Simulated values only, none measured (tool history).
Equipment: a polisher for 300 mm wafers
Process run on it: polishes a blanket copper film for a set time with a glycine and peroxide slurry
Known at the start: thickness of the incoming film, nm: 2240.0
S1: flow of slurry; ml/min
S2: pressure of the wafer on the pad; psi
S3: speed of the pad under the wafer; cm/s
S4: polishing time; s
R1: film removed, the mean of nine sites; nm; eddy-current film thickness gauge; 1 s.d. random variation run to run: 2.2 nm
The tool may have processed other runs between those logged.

{"run": 1, "day": 0.0, "S1": 260, "S2": 2.6, "S3": 118, "S4": 36, "R1": 234.8}
{"run": 2, "day": 0.217, "S1": 260, "S2": 2.6, "S3": 92, "S4": 36, "R1": 205.12}
{"run": 3, "day": 0.488, "S1": 260, "S2": 2.6, "S3": 92, "S4": 32, "R1": 184.43}
{"run": 4, "day": 0.771, "S1": 260, "S2": 2.9, "S3": 92, "S4": 32, "R1": 199.88}
{"run": 5, "day": 0.875, "S1": 205, "S2": 2.9, "S3": 92, "S4": 32, "R1": 189.74}
{"run": 6, "day": 1.071, "S1": 205, "S2": 2.9, "S3": 74, "S4": 32, "R1": 172.03}

Run 7 has not been measured yet. What should we expect?
{"run": 7, "day": 1.092, "S1": 230, "S2": 3.6, "S3": 106, "S4": 32, "R1": "?"}

R1: 252.84 nm
